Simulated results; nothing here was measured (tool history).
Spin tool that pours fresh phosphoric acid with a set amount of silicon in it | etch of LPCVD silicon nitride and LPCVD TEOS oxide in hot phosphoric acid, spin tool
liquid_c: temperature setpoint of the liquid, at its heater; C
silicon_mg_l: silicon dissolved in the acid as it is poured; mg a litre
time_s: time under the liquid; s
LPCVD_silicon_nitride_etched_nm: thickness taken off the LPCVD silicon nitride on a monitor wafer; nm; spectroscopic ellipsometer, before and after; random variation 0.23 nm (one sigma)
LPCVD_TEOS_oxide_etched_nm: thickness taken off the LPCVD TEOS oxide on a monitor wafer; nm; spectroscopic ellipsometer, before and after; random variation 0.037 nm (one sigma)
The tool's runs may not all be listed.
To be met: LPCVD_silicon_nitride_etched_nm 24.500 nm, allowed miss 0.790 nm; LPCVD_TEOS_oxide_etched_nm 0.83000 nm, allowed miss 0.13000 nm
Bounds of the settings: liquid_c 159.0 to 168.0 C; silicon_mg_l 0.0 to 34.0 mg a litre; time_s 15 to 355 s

run  hour  liquid_c  silicon_mg_l  time_s  LPCVD_silicon_nitride_etched_nm  LPCVD_TEOS_oxide_etched_nm
  1   0.0     164.0          15.0     180                           17.761                     0.82639
  2   4.9     164.5          18.5     190                           18.912                     0.83909
  3  12.3     164.5          21.5     200                           19.876                     0.77979
  4  16.5     166.5          21.5     200                           21.056                     0.82285
  5  18.9     166.5          21.5     145                           15.289                     0.63339
  6  25.6     165.0          21.5     145                           14.733                     0.59750
  7  30.9     165.5          23.0     165                           16.847                     0.68289
  8  32.6     166.0          24.5     180                           18.618                     0.67190
  9  41.1     166.5          24.5     190                           20.253                     0.75933
 10  49.6     166.5          25.5     195                           20.425                     0.78986

Which of these 4 next moves meets every target?
  A  58.1     164.0          34.0     250                                ?                           ?
  B  58.1     166.0          25.0     220                                ?                           ?
  C  58.1     164.5          23.0     245                                ?                           ?
  D  58.1     166.5          33.5     230                                ?                           ?

move  LPCVD_silicon_nitride_etched_nm  LPCVD_TEOS_oxide_etched_nm
   A                           24.436                     0.56899
   B                           22.963                     0.82678
   C                           24.345                     0.88113
   D                           24.402                     0.64217
A: brings the result that was furthest off to its target, and leaves another outside
B: nearer than the last run, and not there yet
C: meets every target
D: brings the result that was furthest off to its target, and leaves another outside
Move C is the one to make.
